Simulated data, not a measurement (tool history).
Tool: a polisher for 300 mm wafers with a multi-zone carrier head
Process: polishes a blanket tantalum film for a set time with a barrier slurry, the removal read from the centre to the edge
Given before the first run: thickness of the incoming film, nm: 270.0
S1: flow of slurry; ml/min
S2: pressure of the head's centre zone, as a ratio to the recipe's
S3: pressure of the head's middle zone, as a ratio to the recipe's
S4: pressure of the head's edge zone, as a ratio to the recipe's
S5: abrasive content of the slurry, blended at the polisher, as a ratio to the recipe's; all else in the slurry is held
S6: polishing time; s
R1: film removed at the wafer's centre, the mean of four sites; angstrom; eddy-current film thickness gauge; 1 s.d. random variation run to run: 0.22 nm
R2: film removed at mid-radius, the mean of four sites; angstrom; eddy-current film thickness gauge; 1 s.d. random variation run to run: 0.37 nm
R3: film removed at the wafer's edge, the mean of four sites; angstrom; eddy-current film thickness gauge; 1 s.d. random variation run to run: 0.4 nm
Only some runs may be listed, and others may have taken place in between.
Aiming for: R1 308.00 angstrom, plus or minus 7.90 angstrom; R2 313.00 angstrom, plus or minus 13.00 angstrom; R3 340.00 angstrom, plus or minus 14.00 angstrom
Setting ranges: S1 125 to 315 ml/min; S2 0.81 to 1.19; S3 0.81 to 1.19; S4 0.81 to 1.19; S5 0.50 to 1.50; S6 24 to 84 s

run	hour	S1	S2	S3	S4	S5	S6	R1	R2	R3
1	0.0	205	1.00	1.00	1.00	1.00	54	464.14	483.99	483.49
2	4.6	205	1.00	1.00	1.00	1.00	45	390.65	398.50	401.99
3	5.8	200	0.98	0.97	0.98	0.95	45	373.27	382.56	392.52
4	9.9	235	0.98	0.97	0.98	0.95	45	385.26	401.75	388.36
5	12.0	235	0.98	0.97	0.98	0.95	52	446.84	457.59	447.04
6	17.7	235	0.98	0.97	0.98	0.95	62	541.99	542.21	552.73
7	22.1	235	0.98	0.97	0.98	0.95	62	538.00	544.17	544.19
8	23.9	180	0.88	0.87	0.88	0.70	47	318.10	328.25	348.32
9	26.6	175	0.88	0.87	0.88	0.70	47	315.04	325.50	333.46

Which one of the following 4 next-run settings gets every result inside its allowed miss? There is exactly one.
A	29.3	185	0.88	0.87	0.86	0.60	51	?	?	?
B	29.3	200	0.96	0.95	0.86	0.55	48	?	?	?
C	29.3	200	0.93	0.95	0.81	0.70	44	?	?	?
D	29.3	170	0.91	0.90	0.98	0.55	49	?	?	?

move	R1	R2	R3
A	332.27	339.07	342.56
B	329.82	335.24	313.53
C	324.00	338.52	308.39
D	311.28	317.92	332.84
A: misses by more than the last run did
B: misses by more than the last run did
C: misses by more than the last run did
D: meets every target
Answer: D

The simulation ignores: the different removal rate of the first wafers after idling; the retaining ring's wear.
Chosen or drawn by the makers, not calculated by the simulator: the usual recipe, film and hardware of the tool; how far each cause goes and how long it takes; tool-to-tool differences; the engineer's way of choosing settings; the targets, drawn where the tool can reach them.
